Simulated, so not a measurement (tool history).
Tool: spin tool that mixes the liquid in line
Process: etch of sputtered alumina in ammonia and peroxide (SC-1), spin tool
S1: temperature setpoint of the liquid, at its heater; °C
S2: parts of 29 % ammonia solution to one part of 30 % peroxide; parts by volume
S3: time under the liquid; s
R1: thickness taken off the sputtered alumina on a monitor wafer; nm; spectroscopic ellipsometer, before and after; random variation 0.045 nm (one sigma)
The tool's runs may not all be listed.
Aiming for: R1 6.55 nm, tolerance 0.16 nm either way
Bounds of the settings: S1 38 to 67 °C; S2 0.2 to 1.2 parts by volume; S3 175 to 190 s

run  hour    S1    S2   S3      R1
  1     0    51  0.85  175  12.428
  2   8.4    51  0.85  190  13.489
  3  12.3    51  0.85  175  12.277
  4  18.2  46.5  0.85  175  9.7862
  5  22.9  46.5  0.75  175  9.4602
  6  27.4    43  0.75  175  7.8185
     27.9  -- new drum of ammonia solution connected
  7  27.9  42.5  0.75  175  7.5961
  8  31.3    42  0.75  175  7.3474

Exercise: of the 4 proposed moves below, exactly one satisfies all targets within the stated allowed misses. Which move is it?
  A  34.7    39   0.7  175   ?
  B  34.7  41.5   0.5  175   ?
  C  34.7  39.5     1  175   ?
  D  34.7    39  0.85  175   ?

move      R1
   A  6.1228
   B  6.8698
   C  6.5262
   D  6.2377
A: takes the result that was furthest off past its target
B: nearer than the last run, and not there yet
C: all results in spec
D: takes the result that was furthest off past its target
C meets every target.
